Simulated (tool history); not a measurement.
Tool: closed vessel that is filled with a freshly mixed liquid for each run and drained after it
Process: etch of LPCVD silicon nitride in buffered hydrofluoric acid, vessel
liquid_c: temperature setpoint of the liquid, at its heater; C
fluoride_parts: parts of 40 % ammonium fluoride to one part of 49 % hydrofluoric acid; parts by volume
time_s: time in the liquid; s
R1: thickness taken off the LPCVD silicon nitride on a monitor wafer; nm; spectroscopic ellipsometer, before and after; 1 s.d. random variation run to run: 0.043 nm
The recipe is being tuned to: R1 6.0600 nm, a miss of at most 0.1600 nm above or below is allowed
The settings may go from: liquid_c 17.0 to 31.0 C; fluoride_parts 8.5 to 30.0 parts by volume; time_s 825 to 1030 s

Run 1, hour 0.0: liquid_c 23.0 C, fluoride_parts 23.0 parts by volume, time_s 1030 s. Result: R1 7.1122 nm.
Run 2, hour 7.6: liquid_c 23.0 C, fluoride_parts 23.0 parts by volume, time_s 1030 s. Result: R1 7.0518 nm.
Run 3, hour 10.4: liquid_c 23.0 C, fluoride_parts 23.0 parts by volume, time_s 1030 s. Result: R1 7.1298 nm.
Run 4, hour 14.8: liquid_c 22.0 C, fluoride_parts 23.0 parts by volume, time_s 1030 s. Result: R1 6.7989 nm.
Run 5, hour 17.4: liquid_c 21.5 C, fluoride_parts 23.0 parts by volume, time_s 1030 s. Result: R1 6.5589 nm.
Run 6, hour 23.8: liquid_c 21.5 C, fluoride_parts 19.5 parts by volume, time_s 1030 s. Result: R1 7.4086 nm.
Run 7, hour 27.1: liquid_c 20.5 C, fluoride_parts 19.5 parts by volume, time_s 1030 s. Result: R1 6.9660 nm.
Run 8, hour 30.0: liquid_c 19.5 C, fluoride_parts 19.5 parts by volume, time_s 1030 s. Result: R1 6.6593 nm.
Run 9, hour 38.9: liquid_c 19.0 C, fluoride_parts 19.5 parts by volume, time_s 1030 s. Result: R1 6.4695 nm.

Consider the 4 candidate settings below. Which is the only one whose results all fall within their allowed miss of target?
Run A, hour 47.8: liquid_c 18.5 C, fluoride_parts 17.0 parts by volume, time_s 880 s. Result: R1 ?.
Run B, hour 47.8: liquid_c 21.5 C, fluoride_parts 22.0 parts by volume, time_s 1030 s. Result: R1 ?.
Run C, hour 47.8: liquid_c 20.0 C, fluoride_parts 18.0 parts by volume, time_s 925 s. Result: R1 ?.
Run D, hour 47.8: liquid_c 17.0 C, fluoride_parts 16.5 parts by volume, time_s 985 s. Result: R1 ?.

move      R1
   A  6.1009
   B  6.7401
   C  6.5962
   D  6.4572
A: all results in spec
B: moves away from the targets compared with the last run
C: moves away from the targets compared with the last run
D: as far off as the last run
The move that meets every target is A.
